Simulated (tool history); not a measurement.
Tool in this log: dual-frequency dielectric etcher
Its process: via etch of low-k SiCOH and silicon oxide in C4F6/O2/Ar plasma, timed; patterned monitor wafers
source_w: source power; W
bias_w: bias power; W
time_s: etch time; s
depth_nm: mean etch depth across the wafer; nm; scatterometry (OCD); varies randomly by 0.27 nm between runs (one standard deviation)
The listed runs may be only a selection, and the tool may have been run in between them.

{"run": 1, "hour": 0.0, "source_w": 290, "bias_w": 171, "time_s": 45.0, "depth_nm": 102.49}
{"run": 2, "hour": 2.5, "source_w": 280, "bias_w": 169, "time_s": 45.0, "depth_nm": 100.69}
{"run": 3, "hour": 7.3, "source_w": 270, "bias_w": 167, "time_s": 45.0, "depth_nm": 99.107}
{"run": 4, "hour": 8.8, "source_w": 250, "bias_w": 167, "time_s": 45.0, "depth_nm": 96.126}
{"run": 5, "hour": 9.4, "source_w": 250, "bias_w": 166, "time_s": 45.0, "depth_nm": 96.019}
{"run": 6, "hour": 16.1, "source_w": 280, "bias_w": 166, "time_s": 45.0, "depth_nm": 100.8}
{"run": 7, "hour": 22.9, "source_w": 270, "bias_w": 164, "time_s": 45.0, "depth_nm": 98.945}
{"run": 8, "hour": 30.7, "source_w": 260, "bias_w": 162, "time_s": 45.0, "depth_nm": 96.312}
{"run": 9, "hour": 35.0, "source_w": 260, "bias_w": 161, "time_s": 45.0, "depth_nm": 96.905}
{"run": 10, "hour": 38.3, "source_w": 260, "bias_w": 160, "time_s": 45.0, "depth_nm": 96.395}
{"run": 11, "hour": 42.1, "source_w": 260, "bias_w": 159, "time_s": 45.0, "depth_nm": 96.019}

What will run 12 give?
{"run": 12, "hour": 43.2, "source_w": 260, "bias_w": 158, "time_s": 45.0, "depth_nm": "?"}

Logged for run 12: depth_nm 95.658 nm.

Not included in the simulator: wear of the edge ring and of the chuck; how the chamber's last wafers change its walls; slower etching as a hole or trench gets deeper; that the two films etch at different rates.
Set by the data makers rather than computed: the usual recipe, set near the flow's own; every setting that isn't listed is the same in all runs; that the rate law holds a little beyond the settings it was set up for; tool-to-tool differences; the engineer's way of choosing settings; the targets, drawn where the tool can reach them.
